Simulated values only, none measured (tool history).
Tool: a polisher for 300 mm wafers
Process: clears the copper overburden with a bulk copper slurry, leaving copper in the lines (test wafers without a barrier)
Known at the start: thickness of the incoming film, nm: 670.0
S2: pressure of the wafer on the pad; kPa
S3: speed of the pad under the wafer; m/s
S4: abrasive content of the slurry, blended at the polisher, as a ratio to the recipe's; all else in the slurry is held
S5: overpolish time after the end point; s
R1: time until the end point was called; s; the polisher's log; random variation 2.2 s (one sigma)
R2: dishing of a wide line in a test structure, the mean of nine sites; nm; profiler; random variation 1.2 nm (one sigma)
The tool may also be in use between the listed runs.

run 1 hour=0.0 | flow_of_slurry_(ml/min)=185 S2=21.4 S3=1.14 S4=1.0 S5=13 | R1=82.513 R2=70.460
run 2 hour=6.5 | flow_of_slurry_(ml/min)=185 S2=21.4 S3=1.14 S4=1.1 S5=13 | R1=78.608 R2=71.162
run 3 hour=10.7 | flow_of_slurry_(ml/min)=140 S2=21.4 S3=1.14 S4=1.1 S5=13 | R1=80.731 R2=69.677
run 4 hour=19.4 | flow_of_slurry_(ml/min)=140 S2=21.4 S3=1.14 S4=1.1 S5=8 | R1=85.269 R2=46.695
run 5 hour=24.7 | flow_of_slurry_(ml/min)=140 S2=26.2 S3=1.14 S4=1.1 S5=8 | R1=67.671 R2=59.357
run 6 hour=28.1 | flow_of_slurry_(ml/min)=140 S2=23.4 S3=1.10 S4=1.1 S5=10 | R1=80.044 R2=59.598

The next listed run, before its measurement:
run 7 hour=31.8 | flow_of_slurry_(ml/min)=140 S2=22.1 S3=1.08 S4=1.1 S5=11 | R1=? R2=?

{"run 7": {"R1": 82.441, "R2": 61.054}}
